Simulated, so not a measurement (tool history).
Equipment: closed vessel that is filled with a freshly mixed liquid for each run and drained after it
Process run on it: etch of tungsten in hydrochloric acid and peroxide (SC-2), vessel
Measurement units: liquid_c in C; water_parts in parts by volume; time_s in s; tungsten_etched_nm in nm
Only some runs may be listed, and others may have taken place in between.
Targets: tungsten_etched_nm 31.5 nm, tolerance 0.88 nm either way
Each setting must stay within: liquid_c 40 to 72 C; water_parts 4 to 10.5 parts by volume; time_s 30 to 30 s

| run | hour | liquid_c | water_parts | time_s | tungsten_etched_nm |
|---|---|---|---|---|---|
| 1 | 0 | 56 | 5.5 | 30 | 22.915 |
| 2 | 7.6 | 57 | 5.5 | 30 | 24.339 |
| 3 | 10 | 58 | 5.5 | 30 | 25.92 |
| 4 | 17.1 | 65 | 5.5 | 30 | 40.01 |
| 5 | 24.1 | 65 | 5.5 | 30 | 40.274 |
| 6 | 30.5 | 65 | 5.5 | 30 | 39.948 |
| 7 | 32.8 | 64 | 5.5 | 30 | 37.661 |
| 8 | 36.4 | 60.5 | 5.5 | 30 | 30.497 |

Pick the move, out of 4, that brings all results within their allowed miss; only one does.
| A | 40 | 57.5 | 4 | 30 | ? |
| B | 40 | 62.5 | 5.5 | 30 | ? |
| C | 40 | 62.5 | 6.5 | 30 | ? |
| D | 40 | 61 | 6 | 30 | ? |

| move | tungsten_etched_nm |
|---|---|
| A | 31.195 |
| B | 34.151 |
| C | 30.133 |
| D | 29.17 |
A: every result within its allowed miss
B: pushes the last run's worst result past its target
C: lands further from the targets than the last run did
D: lands further from the targets than the last run did
So the answer is move A, the one that meets all the targets.
